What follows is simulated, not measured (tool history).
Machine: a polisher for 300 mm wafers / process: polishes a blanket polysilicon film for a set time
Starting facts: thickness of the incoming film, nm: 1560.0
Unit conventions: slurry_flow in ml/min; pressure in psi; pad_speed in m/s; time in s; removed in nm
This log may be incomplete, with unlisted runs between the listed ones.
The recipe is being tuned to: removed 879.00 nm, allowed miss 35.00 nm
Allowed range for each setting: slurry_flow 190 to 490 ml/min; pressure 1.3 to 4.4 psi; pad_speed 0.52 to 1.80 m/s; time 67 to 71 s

Run 1, hour 0.0: slurry_flow 315 ml/min, pressure 2.8 psi, pad_speed 1.16 m/s, time 67 s. Result: removed 534.25 nm.
Run 2, hour 6.1: slurry_flow 315 ml/min, pressure 2.8 psi, pad_speed 0.98 m/s, time 67 s. Result: removed 483.23 nm.
Run 3, hour 14.5: slurry_flow 315 ml/min, pressure 3.2 psi, pad_speed 1.00 m/s, time 67 s. Result: removed 549.19 nm.
Run 4, hour 15.9: slurry_flow 315 ml/min, pressure 3.2 psi, pad_speed 1.26 m/s, time 67 s. Result: removed 631.85 nm.
Run 5, hour 16.9: slurry_flow 315 ml/min, pressure 3.4 psi, pad_speed 1.28 m/s, time 67 s. Result: removed 690.39 nm.
Run 6, hour 24.9: slurry_flow 280 ml/min, pressure 3.4 psi, pad_speed 1.28 m/s, time 67 s. Result: removed 688.43 nm.
Run 7, hour 33.9: slurry_flow 280 ml/min, pressure 3.6 psi, pad_speed 1.28 m/s, time 67 s. Result: removed 729.97 nm.
Run 8, hour 37.7: slurry_flow 280 ml/min, pressure 3.7 psi, pad_speed 1.28 m/s, time 67 s. Result: removed 746.82 nm.
Run 9, hour 42.1: slurry_flow 280 ml/min, pressure 3.8 psi, pad_speed 1.28 m/s, time 67 s. Result: removed 769.95 nm.
Run 10, hour 47.6: slurry_flow 280 ml/min, pressure 3.9 psi, pad_speed 1.28 m/s, time 67 s. Result: removed 788.78 nm.
Run 11, hour 49.5: slurry_flow 280 ml/min, pressure 4.0 psi, pad_speed 1.28 m/s, time 67 s. Result: removed 807.72 nm.
Run 12, hour 51.7: slurry_flow 280 ml/min, pressure 4.1 psi, pad_speed 1.28 m/s, time 67 s. Result: removed 817.35 nm.
Run 13, hour 60.2: slurry_flow 280 ml/min, pressure 4.1 psi, pad_speed 1.28 m/s, time 67 s. Result: removed 827.22 nm.

Which single option among these 5 for the next run brings every result within its allowed miss of target? Just one does.
Run A, hour 68.7: slurry_flow 265 ml/min, pressure 4.0 psi, pad_speed 1.30 m/s, time 67 s. Result: removed ?.
Run B, hour 68.7: slurry_flow 220 ml/min, pressure 4.4 psi, pad_speed 1.36 m/s, time 71 s. Result: removed ?.
Run C, hour 68.7: slurry_flow 385 ml/min, pressure 3.4 psi, pad_speed 1.38 m/s, time 67 s. Result: removed ?.
Run D, hour 68.7: slurry_flow 350 ml/min, pressure 3.6 psi, pad_speed 1.56 m/s, time 68 s. Result: removed ?.
Run E, hour 68.7: slurry_flow 235 ml/min, pressure 3.7 psi, pad_speed 1.32 m/s, time 71 s. Result: removed ?.

move  removed
   A   808.96
   B   958.95
   C   740.93
   D   866.48
   E   798.34
A: misses by more than the last run did
B: pushes the last run's worst result past its target
C: misses by more than the last run did
D: all results in spec
E: misses by more than the last run did
Go with D: it meets all targets.
